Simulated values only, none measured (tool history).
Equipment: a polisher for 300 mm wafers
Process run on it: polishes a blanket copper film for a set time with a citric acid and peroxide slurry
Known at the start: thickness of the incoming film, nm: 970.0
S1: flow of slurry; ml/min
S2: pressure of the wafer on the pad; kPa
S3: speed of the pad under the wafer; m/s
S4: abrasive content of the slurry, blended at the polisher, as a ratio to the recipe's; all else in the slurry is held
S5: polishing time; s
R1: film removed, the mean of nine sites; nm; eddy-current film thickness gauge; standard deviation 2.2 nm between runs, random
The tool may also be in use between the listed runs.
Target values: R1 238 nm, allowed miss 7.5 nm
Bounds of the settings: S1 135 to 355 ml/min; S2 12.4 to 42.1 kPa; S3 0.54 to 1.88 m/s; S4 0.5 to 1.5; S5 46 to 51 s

Run 1, hour 0: S1 225 ml/min, S2 26.9 kPa, S3 1.2 m/s, S4 1, S5 51 s. Result: R1 130.13 nm.
Run 2, hour 3: S1 225 ml/min, S2 29 kPa, S3 1.2 m/s, S4 1, S5 51 s. Result: R1 142.8 nm.
Run 3, hour 9: S1 265 ml/min, S2 29 kPa, S3 1.2 m/s, S4 1, S5 51 s. Result: R1 142.08 nm.
Run 4, hour 11: S1 230 ml/min, S2 29 kPa, S3 1.2 m/s, S4 1, S5 51 s. Result: R1 138.73 nm.
Run 5, hour 15.2: S1 230 ml/min, S2 29 kPa, S3 1.2 m/s, S4 1, S5 51 s. Result: R1 141.99 nm.
Run 6, hour 23.1: S1 230 ml/min, S2 30.3 kPa, S3 1.2 m/s, S4 1, S5 51 s. Result: R1 148.63 nm.
Run 7, hour 26.2: S1 230 ml/min, S2 31.7 kPa, S3 1.2 m/s, S4 1, S5 51 s. Result: R1 155.74 nm.
Run 8, hour 28.2: S1 230 ml/min, S2 33.1 kPa, S3 1.2 m/s, S4 1, S5 51 s. Result: R1 162.75 nm.
Run 9, hour 36: S1 230 ml/min, S2 34.5 kPa, S3 1.22 m/s, S4 1, S5 51 s. Result: R1 169.96 nm.
At hour 38.3: worn pad replaced by a new one.
Run 10, hour 38.3: S1 230 ml/min, S2 35.2 kPa, S3 1.24 m/s, S4 1, S5 51 s. Result: R1 196.8 nm.
Run 11, hour 41.8: S1 245 ml/min, S2 39.3 kPa, S3 1.24 m/s, S4 1, S5 51 s. Result: R1 219.64 nm.
Run 12, hour 45.5: S1 245 ml/min, S2 40.7 kPa, S3 1.24 m/s, S4 1, S5 51 s. Result: R1 226.49 nm.

Pick the move, out of 5, that brings all results within their allowed miss; only one does.
Run A, hour 49.2: S1 175 ml/min, S2 42.1 kPa, S3 1.44 m/s, S4 0.85, S5 51 s. Result: R1 ?.
Run B, hour 49.2: S1 240 ml/min, S2 36.5 kPa, S3 1.24 m/s, S4 1.2, S5 51 s. Result: R1 ?.
Run C, hour 49.2: S1 215 ml/min, S2 42.1 kPa, S3 1.34 m/s, S4 0.95, S5 49 s. Result: R1 ?.
Run D, hour 49.2: S1 225 ml/min, S2 41.4 kPa, S3 1.2 m/s, S4 0.85, S5 50 s. Result: R1 ?.
Run E, hour 49.2: S1 260 ml/min, S2 42.1 kPa, S3 1.34 m/s, S4 1.05, S5 51 s. Result: R1 ?.

move      R1
   A  259.17
   B  214.45
   C   241.1
   D  213.26
   E  259.73
A: the result that was furthest off in the last run now lies on the other side of its target
B: misses by more than the last run did
C: all results land within tolerance of their targets
D: misses by more than the last run did
E: the result that was furthest off in the last run now lies on the other side of its target
C is the move that brings every result within its allowed miss.
